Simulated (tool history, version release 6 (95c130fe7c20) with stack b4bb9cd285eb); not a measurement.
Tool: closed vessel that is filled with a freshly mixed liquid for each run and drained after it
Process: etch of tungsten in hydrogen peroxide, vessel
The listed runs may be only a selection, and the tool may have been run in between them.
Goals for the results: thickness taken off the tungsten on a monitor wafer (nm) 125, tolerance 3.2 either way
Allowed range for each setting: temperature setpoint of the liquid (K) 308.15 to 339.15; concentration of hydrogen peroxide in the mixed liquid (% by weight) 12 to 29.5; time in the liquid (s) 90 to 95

| run | hour | temperature setpoint of the liquid (K) | concentration of hydrogen peroxide in the mixed liquid (% by weight) | time in the liquid (s) | thickness taken off the tungsten on a monitor wafer (nm) |
|---|---|---|---|---|---|
| 1 | 0 | 324.15 | 20 | 90 | 75.148 |
| 2 | 8.4 | 326.65 | 20 | 90 | 87.812 |
| 3 | 11.4 | 328.15 | 20 | 90 | 97.281 |
| 4 | 14.5 | 335.15 | 20 | 90 | 144.92 |
| 5 | 19.3 | 335.15 | 20 | 95 | 153.62 |
| 6 | 21.8 | 335.15 | 20 | 90 | 143.82 |
| 7 | 25.1 | 334.65 | 20 | 90 | 141.17 |
| 8 | 31.3 | 334.15 | 20 | 90 | 137.74 |
| 9 | 40 | 333.65 | 20 | 90 | 133.39 |
| 10 | 46.4 | 333.15 | 20 | 90 | 129.56 |
| 11 | 51.8 | 333.15 | 20 | 90 | 131.87 |

Consider the 5 candidate settings below. Which is the only one whose results all fall within their allowed miss of target?
| A | 57.2 | 332.65 | 20 | 90 | ? |
| B | 57.2 | 333.65 | 19 | 90 | ? |
| C | 57.2 | 335.65 | 15.5 | 90 | ? |
| D | 57.2 | 331.15 | 20 | 90 | ? |
| E | 57.2 | 331.65 | 20 | 90 | ? |

| move | thickness taken off the tungsten on a monitor wafer (nm) |
|---|---|
| A | 125.75 |
| B | 129.91 |
| C | 131.69 |
| D | 115.16 |
| E | 118.6 |
A: hits every target within its allowed miss
B: closes in on the targets versus the last run, not all within tolerance yet
C: neither nearer nor further off than the last run
D: carries the result that was furthest off beyond its target, to the other side
E: carries the result that was furthest off beyond its target, to the other side
A meets every target.
